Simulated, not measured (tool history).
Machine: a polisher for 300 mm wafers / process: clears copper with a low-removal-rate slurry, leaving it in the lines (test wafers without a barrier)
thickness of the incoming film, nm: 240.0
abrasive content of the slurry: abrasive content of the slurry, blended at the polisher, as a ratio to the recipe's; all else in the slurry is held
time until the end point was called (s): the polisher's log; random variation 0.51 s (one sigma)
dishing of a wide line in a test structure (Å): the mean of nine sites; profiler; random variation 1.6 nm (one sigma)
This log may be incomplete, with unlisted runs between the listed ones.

| run | hour | flow of slurry (ml/min) | pressure of the wafer on the pad (psi) | speed of the pad under the wafer (cm/s) | abrasive content of the slurry | overpolish time after the end point (s) | time until the end point was called (s) | dishing of a wide line in a test structure (Å) |
|---|---|---|---|---|---|---|---|---|
| 1 | 0 | 210 | 2.6 | 100 | 1 | 28 | 91.668 | 461.96 |
| 2 | 7.4 | 210 | 2.6 | 100 | 1 | 17 | 91.92 | 301.24 |
| 3 | 15.2 | 210 | 3.2 | 100 | 1 | 17 | 74.616 | 352.81 |
| 4 | 23.8 | 210 | 3.5 | 104 | 1 | 20 | 66.091 | 437.01 |
| 5 | 30.6 | 210 | 3.5 | 104 | 1 | 14 | 65.139 | 340.13 |
| 6 | 32.4 | 210 | 3.5 | 104 | 0.85 | 14 | 67.877 | 319.28 |
| 7 | 40.5 | 215 | 3.6 | 110 | 0.9 | 18 | 63.035 | 440.5 |
| 8 | 48 | 220 | 3.7 | 116 | 0.9 | 19 | 57.556 | 506.77 |

What will run 9 give?
| 9 | 49.5 | 225 | 3.8 | 118 | 0.9 | 20 | ? | ? |

time until the end point was called (s): 54.132
dishing of a wide line in a test structure (Å): 529.99
